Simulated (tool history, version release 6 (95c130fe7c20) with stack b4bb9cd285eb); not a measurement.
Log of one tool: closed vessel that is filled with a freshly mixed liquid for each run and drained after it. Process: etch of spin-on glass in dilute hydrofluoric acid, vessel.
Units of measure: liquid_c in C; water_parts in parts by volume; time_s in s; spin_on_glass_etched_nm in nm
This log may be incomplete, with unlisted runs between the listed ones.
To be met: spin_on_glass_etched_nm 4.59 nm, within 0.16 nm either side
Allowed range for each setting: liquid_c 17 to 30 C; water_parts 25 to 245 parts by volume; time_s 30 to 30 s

run	hour	liquid_c	water_parts	time_s	spin_on_glass_etched_nm
1	0	22	135	30	7.4393
2	6.7	22	135	30	7.4675
3	8.1	20.5	135	30	7.2205
4	16.5	20	145	30	6.4263
5	23.9	20	145	30	6.3299
6	32.9	19.5	150	30	5.9589
7	41.2	19	155	30	5.6751
# hour 44.3: thermometer replaced
8	44.3	18.5	160	30	5.6939

Which of these 5 next moves meets every target?
A	47.4	17.5	120	30	?
B	47.4	20	125	30	?
C	47.4	17	115	30	?
D	47.4	18.5	190	30	?
E	47.4	17	130	30	?

move	spin_on_glass_etched_nm
A	7.6181
B	8.0596
C	7.8252
D	4.6754
E	6.8186
A: misses by more than the last run did
B: misses by more than the last run did
C: misses by more than the last run did
D: meets every target
E: misses by more than the last run did
D meets every target.
